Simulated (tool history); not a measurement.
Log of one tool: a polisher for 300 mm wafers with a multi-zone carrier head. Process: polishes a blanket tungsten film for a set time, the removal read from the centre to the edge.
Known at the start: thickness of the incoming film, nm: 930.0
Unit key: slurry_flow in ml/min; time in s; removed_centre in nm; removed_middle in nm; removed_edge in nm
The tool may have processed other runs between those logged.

Run 1, hour 0: slurry_flow 185 ml/min, centre_zone 1, middle_zone 1, edge_zone 1, slurry_solids 1, time 48 s. Result: removed_centre 300.59 nm, removed_middle 289.29 nm, removed_edge 304.22 nm.
Run 2, hour 6.9: slurry_flow 210 ml/min, centre_zone 1, middle_zone 1, edge_zone 1, slurry_solids 1, time 48 s. Result: removed_centre 306.4 nm, removed_middle 303.49 nm, removed_edge 298.31 nm.
Run 3, hour 15.1: slurry_flow 210 ml/min, centre_zone 1, middle_zone 1, edge_zone 0.92, slurry_solids 1, time 48 s. Result: removed_centre 306.4 nm, removed_middle 297.81 nm, removed_edge 289.65 nm.
Run 4, hour 17.5: slurry_flow 210 ml/min, centre_zone 1.07, middle_zone 1, edge_zone 0.92, slurry_solids 1, time 48 s. Result: removed_centre 331.25 nm, removed_middle 296.73 nm, removed_edge 286.18 nm.
Run 5, hour 20.6: slurry_flow 210 ml/min, centre_zone 1.14, middle_zone 1, edge_zone 0.92, slurry_solids 1, time 48 s. Result: removed_centre 349.87 nm, removed_middle 297.11 nm, removed_edge 294.93 nm.
Run 6, hour 22.6: slurry_flow 215 ml/min, centre_zone 1.11, middle_zone 0.97, edge_zone 0.9, slurry_solids 0.9, time 45 s. Result: removed_centre 312.29 nm, removed_middle 263.59 nm, removed_edge 269.01 nm.

Expected results for the next run?
Run 7, hour 24.8: slurry_flow 230 ml/min, centre_zone 1.1, middle_zone 0.97, edge_zone 0.89, slurry_solids 0.8, time 42 s. Result: removed_centre ?, removed_middle ?, removed_edge ?.

Run 7 gave removed_centre 285.21 nm, removed_middle 243.88 nm, removed_edge 244.96 nm.
